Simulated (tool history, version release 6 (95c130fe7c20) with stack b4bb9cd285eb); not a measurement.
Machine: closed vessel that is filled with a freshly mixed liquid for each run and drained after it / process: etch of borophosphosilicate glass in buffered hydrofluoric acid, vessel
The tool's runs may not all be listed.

run	day	temperature setpoint of the liquid (°C)	parts of 40 % ammonium fluoride to one part of 49 % hydrofluoric acid (parts by volume)	time in the liquid (s)	thickness taken off the borophosphosilicate glass on a monitor wafer (angstrom)
1	0.000	23.0	19	95	689.81
2	0.321	24.0	19	95	727.78
3	0.558	24.5	19	95	742.93
4	0.696	24.5	19	95	740.22
5	0.967	25.0	19	95	765.24
# day 1.317: hydrofluoric acid flow meter replaced
6	1.317	23.5	19	95	659.12

Run 7 is up next; what results do you expect?
7	1.421	27.5	19	95	?

{"run 7": {"thickness taken off the borophosphosilicate glass on a monitor wafer (angstrom)": 819.35}}
